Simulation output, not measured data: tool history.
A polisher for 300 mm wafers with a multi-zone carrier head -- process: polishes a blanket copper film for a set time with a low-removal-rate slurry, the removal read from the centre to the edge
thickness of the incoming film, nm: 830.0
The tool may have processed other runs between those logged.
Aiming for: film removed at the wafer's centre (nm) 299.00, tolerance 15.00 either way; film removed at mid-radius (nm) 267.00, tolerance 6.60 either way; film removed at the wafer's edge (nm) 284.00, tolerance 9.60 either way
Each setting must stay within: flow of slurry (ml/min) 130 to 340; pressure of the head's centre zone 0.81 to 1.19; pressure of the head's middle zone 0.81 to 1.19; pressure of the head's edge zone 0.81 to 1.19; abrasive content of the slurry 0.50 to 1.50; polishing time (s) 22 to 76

run  hour  flow of slurry (ml/min)  pressure of the head's centre zone  pressure of the head's middle zone  pressure of the head's edge zone  abrasive content of the slurry  polishing time (s)  film removed at the wafer's centre (nm)  film removed at mid-radius (nm)  film removed at the wafer's edge (nm)
  1   0.0                      220                                1.00                                1.00                              1.00                            1.00                  49                                   213.92                           203.26                                 202.29
  2   4.1                      260                                1.00                                1.00                              1.00                            1.00                  49                                   214.90                           208.54                                 207.84
  3  10.0                      270                                1.04                                1.01                              1.05                            1.15                  51                                   246.00                           223.92                                 224.69
  4  12.7                      270                                1.04                                1.01                              1.05                            1.00                  51                                   235.45                           219.17                                 222.16
  5  19.8                      280                                1.04                                1.01                              1.09                            1.15                  53                                   259.76                           236.29                                 239.88
  6  20.9                      280                                0.99                                1.01                              1.09                            1.15                  53                                   241.64                           234.32                                 239.57
  7  27.9                      290                                1.06                                1.00                              1.18                            1.40                  56                                   280.92                           254.41                                 269.93
  8  31.2                      290                                1.06                                1.00                              1.18                            1.40                  56                                   276.42                           259.90                                 273.27
  9  32.5                      295                                1.07                                0.99                              1.18                            1.45                  56                                   288.12                           255.84                                 281.86
 10  36.7                      300                                1.08                                1.00                              1.18                            1.45                  56                                   283.01                           258.37                                 274.94

4 next moves are on the table. One of them brings every result within its allowed miss. Which?
  A  40.9                      285                                1.08                                0.96                              1.19                            1.35                  57                                        ?                                ?                                      ?
  B  40.9                      265                                0.98                                1.02                              1.19                            1.50                  56                                        ?                                ?                                      ?
  C  40.9                      310                                1.13                                0.99                              1.17                            1.25                  56                                        ?                                ?                                      ?
  D  40.9                      240                                1.08                                1.00                              1.17                            1.40                  59                                        ?                                ?                                      ?

move  film removed at the wafer's centre (nm)  film removed at mid-radius (nm)  film removed at the wafer's edge (nm)
   A                                   289.08                           246.54                                 273.02
   B                                   264.53                           258.36                                 272.05
   C                                   293.80                           246.89                                 263.95
   D                                   294.73                           260.66                                 278.14
A: lands further from the targets than the last run did
B: lands further from the targets than the last run did
C: lands further from the targets than the last run did
D: all results land within tolerance of their targets
Go with D: it meets all targets.

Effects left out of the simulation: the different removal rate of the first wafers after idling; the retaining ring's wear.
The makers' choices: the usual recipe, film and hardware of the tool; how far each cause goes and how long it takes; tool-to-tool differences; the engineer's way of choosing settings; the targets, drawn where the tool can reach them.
